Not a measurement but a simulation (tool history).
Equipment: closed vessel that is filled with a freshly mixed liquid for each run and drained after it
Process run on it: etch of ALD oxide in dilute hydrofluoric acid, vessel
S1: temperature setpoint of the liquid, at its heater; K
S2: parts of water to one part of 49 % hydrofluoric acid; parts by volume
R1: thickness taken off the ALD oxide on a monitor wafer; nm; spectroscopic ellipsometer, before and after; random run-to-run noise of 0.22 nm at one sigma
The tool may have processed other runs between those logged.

{"run": 1, "day": 0.0, "S1": 297.15, "S2": 90, "time in the liquid (s)": 95, "R1": 21.355}
{"run": 2, "day": 0.212, "S1": 298.15, "S2": 90, "time in the liquid (s)": 95, "R1": 22.373}
{"run": 3, "day": 0.458, "S1": 298.15, "S2": 90, "time in the liquid (s)": 95, "R1": 22.313}
{"run": 4, "day": 0.638, "S1": 296.15, "S2": 90, "time in the liquid (s)": 95, "R1": 20.576}
{"run": 5, "day": 0.883, "S1": 296.15, "S2": 90, "time in the liquid (s)": 100, "R1": 22.068}
{"run": 6, "day": 1.067, "S1": 296.65, "S2": 90, "time in the liquid (s)": 100, "R1": 22.015}

For run 7, what comes out?
{"run": 7, "day": 1.346, "S1": 296.65, "S2": 90, "time in the liquid (s)": 100, "R1": "?"}

{"run 7": {"R1": 21.802}}
